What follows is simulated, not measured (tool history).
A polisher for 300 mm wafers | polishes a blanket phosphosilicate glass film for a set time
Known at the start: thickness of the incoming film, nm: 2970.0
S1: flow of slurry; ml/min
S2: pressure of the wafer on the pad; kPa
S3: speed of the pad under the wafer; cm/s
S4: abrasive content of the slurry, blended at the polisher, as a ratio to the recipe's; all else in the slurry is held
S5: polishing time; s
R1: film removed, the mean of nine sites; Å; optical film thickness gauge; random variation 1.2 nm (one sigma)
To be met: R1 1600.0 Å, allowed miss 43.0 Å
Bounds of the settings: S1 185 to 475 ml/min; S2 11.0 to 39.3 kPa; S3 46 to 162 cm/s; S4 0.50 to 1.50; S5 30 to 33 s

Run 1, day 0.000: S1 305 ml/min, S2 24.8 kPa, S3 104 cm/s, S4 1.00, S5 33 s. Result: R1 3215.0 Å.
Run 2, day 0.021: S1 305 ml/min, S2 20.0 kPa, S3 98 cm/s, S4 1.00, S5 33 s. Result: R1 2721.3 Å.
Run 3, day 0.079: S1 305 ml/min, S2 17.2 kPa, S3 86 cm/s, S4 1.00, S5 33 s. Result: R1 2252.7 Å.
Run 4, day 0.233: S1 305 ml/min, S2 15.2 kPa, S3 80 cm/s, S4 1.00, S5 33 s. Result: R1 1995.2 Å.
Run 5, day 0.342: S1 305 ml/min, S2 13.8 kPa, S3 76 cm/s, S4 1.00, S5 33 s. Result: R1 1828.8 Å.
Run 6, day 0.629: S1 305 ml/min, S2 13.1 kPa, S3 74 cm/s, S4 1.00, S5 33 s. Result: R1 1738.0 Å.
Run 7, day 0.992: S1 305 ml/min, S2 12.4 kPa, S3 74 cm/s, S4 1.00, S5 33 s. Result: R1 1700.2 Å.
Run 8, day 1.242: S1 305 ml/min, S2 11.7 kPa, S3 74 cm/s, S4 1.00, S5 33 s. Result: R1 1677.6 Å.

Which of these 5 next moves meets every target?
Run A, day 1.492: S1 255 ml/min, S2 12.4 kPa, S3 82 cm/s, S4 0.95, S5 33 s. Result: R1 ?.
Run B, day 1.492: S1 335 ml/min, S2 11.0 kPa, S3 80 cm/s, S4 1.00, S5 32 s. Result: R1 ?.
Run C, day 1.492: S1 315 ml/min, S2 15.2 kPa, S3 66 cm/s, S4 1.00, S5 33 s. Result: R1 ?.
Run D, day 1.492: S1 400 ml/min, S2 14.5 kPa, S3 68 cm/s, S4 1.00, S5 30 s. Result: R1 ?.
Run E, day 1.492: S1 380 ml/min, S2 13.8 kPa, S3 60 cm/s, S4 1.30, S5 33 s. Result: R1 ?.

move      R1
   A  1792.9
   B  1684.1
   C  1704.9
   D  1577.9
   E  1659.1
A: further off than the last run
B: further off than the last run
C: further off than the last run
D: meets every target
E: nearer than the last run, and not there yet
Move D is the one to make.

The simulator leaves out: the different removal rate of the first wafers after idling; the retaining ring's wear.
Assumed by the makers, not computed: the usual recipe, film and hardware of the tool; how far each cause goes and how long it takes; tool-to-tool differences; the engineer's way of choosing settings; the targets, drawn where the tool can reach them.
